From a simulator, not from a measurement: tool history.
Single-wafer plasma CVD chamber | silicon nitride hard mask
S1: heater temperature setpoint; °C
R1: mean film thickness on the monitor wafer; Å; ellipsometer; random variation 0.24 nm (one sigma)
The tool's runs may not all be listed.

{"run": 1, "hour": 0.0, "S1": 380, "chamber pressure (Pa)": 275, "RF power (kW)": 0.24, "deposition time (s)": 32.6, "R1": 364.14}
{"run": 2, "hour": 5.8, "S1": 380, "chamber pressure (Pa)": 296, "RF power (kW)": 0.24, "deposition time (s)": 32.6, "R1": 376.49}
{"run": 3, "hour": 9.2, "S1": 380, "chamber pressure (Pa)": 296, "RF power (kW)": 0.22, "deposition time (s)": 32.6, "R1": 354.26}
{"run": 4, "hour": 10.3, "S1": 380, "chamber pressure (Pa)": 307, "RF power (kW)": 0.225, "deposition time (s)": 32.6, "R1": 362.32}
{"run": 5, "hour": 16.3, "S1": 380, "chamber pressure (Pa)": 280, "RF power (kW)": 0.225, "deposition time (s)": 32.6, "R1": 352.55}
{"run": 6, "hour": 24.5, "S1": 376, "chamber pressure (Pa)": 280, "RF power (kW)": 0.225, "deposition time (s)": 32.6, "R1": 354.11}
{"hour": 25.2, "done": "thermocouple changed; heater temperature recalibrated"}
{"run": 7, "hour": 25.2, "S1": 376, "chamber pressure (Pa)": 292, "RF power (kW)": 0.23, "deposition time (s)": 32.6, "R1": 363.71}
{"run": 8, "hour": 26.9, "S1": 376, "chamber pressure (Pa)": 303, "RF power (kW)": 0.235, "deposition time (s)": 32.6, "R1": 372}
{"run": 9, "hour": 35.4, "S1": 376, "chamber pressure (Pa)": 357, "RF power (kW)": 0.275, "deposition time (s)": 33, "R1": 438.93}
{"run": 10, "hour": 43.8, "S1": 376, "chamber pressure (Pa)": 360, "RF power (kW)": 0.275, "deposition time (s)": 33, "R1": 440.29}
{"run": 11, "hour": 50.7, "S1": 376, "chamber pressure (Pa)": 363, "RF power (kW)": 0.275, "deposition time (s)": 33, "R1": 441.76}

Run 12 comes next. What will it give?
{"run": 12, "hour": 53.7, "S1": 376, "chamber pressure (Pa)": 365, "RF power (kW)": 0.275, "deposition time (s)": 33, "R1": "?"}

{"run 12": {"R1": 444.5}}

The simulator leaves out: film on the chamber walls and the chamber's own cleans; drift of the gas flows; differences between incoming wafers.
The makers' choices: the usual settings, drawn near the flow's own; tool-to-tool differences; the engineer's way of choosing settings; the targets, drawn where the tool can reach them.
